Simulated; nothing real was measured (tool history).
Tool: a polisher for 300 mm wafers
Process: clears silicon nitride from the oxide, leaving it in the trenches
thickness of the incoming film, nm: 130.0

run,hour,flow of slurry (ml/min),pressure of the wafer on the pad (kPa),speed of the pad under the wafer (cm/s),overpolish time after the end point (s),time until the end point was called (s)
1,0,150,19.3,104,35,120.31
2,1,120,19.3,104,35,128.33
3,2.5,120,19.3,92,35,143.77
4,7.8,130,20,92,35,136.8
5,9.9,130,20,72,35,172.22
6,14,130,22.1,72,35,159.92
7,16.9,135,23.4,74,35,148.98

Forecast run 8:
8,21.4,140,24.8,76,35,?

time until the end point was called (s): 137.9
